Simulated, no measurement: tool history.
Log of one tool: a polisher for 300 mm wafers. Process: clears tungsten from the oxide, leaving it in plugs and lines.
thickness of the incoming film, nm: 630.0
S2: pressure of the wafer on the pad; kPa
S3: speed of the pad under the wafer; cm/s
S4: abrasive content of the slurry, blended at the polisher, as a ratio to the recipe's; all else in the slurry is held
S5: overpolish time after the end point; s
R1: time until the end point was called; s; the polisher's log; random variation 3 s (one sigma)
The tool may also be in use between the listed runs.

{"run": 1, "hour": 0.0, "flow of slurry (ml/min)": 135, "S2": 26.2, "S3": 126, "S4": 1, "S5": 6, "R1": 95.812}
{"run": 2, "hour": 2.1, "flow of slurry (ml/min)": 135, "S2": 26.2, "S3": 126, "S4": 0.85, "S5": 6, "R1": 103.91}
{"run": 3, "hour": 6.9, "flow of slurry (ml/min)": 135, "S2": 23.4, "S3": 122, "S4": 0.85, "S5": 6, "R1": 116.9}
{"run": 4, "hour": 13.0, "flow of slurry (ml/min)": 135, "S2": 23.4, "S3": 122, "S4": 0.65, "S5": 6, "R1": 123.67}
{"run": 5, "hour": 13.7, "flow of slurry (ml/min)": 135, "S2": 21.4, "S3": 120, "S4": 0.65, "S5": 6, "R1": 134.87}
{"run": 6, "hour": 22.0, "flow of slurry (ml/min)": 135, "S2": 21.4, "S3": 108, "S4": 0.65, "S5": 6, "R1": 149.93}
{"run": 7, "hour": 23.2, "flow of slurry (ml/min)": 135, "S2": 19.3, "S3": 108, "S4": 0.65, "S5": 6, "R1": 159.63}
{"run": 8, "hour": 30.1, "flow of slurry (ml/min)": 135, "S2": 17.9, "S3": 108, "S4": 0.65, "S5": 6, "R1": 169.35}
{"run": 9, "hour": 31.6, "flow of slurry (ml/min)": 135, "S2": 16.5, "S3": 108, "S4": 0.65, "S5": 6, "R1": 177.7}
{"run": 10, "hour": 35.9, "flow of slurry (ml/min)": 135, "S2": 15.9, "S3": 108, "S4": 0.65, "S5": 6, "R1": 182.32}
{"run": 11, "hour": 40.5, "flow of slurry (ml/min)": 135, "S2": 15.2, "S3": 108, "S4": 0.65, "S5": 6, "R1": 188.44}

Run 12 comes next. What will it give?
{"run": 12, "hour": 44.6, "flow of slurry (ml/min)": 135, "S2": 14.5, "S3": 108, "S4": 0.65, "S5": 6, "R1": "?"}

R1: 194.39 s
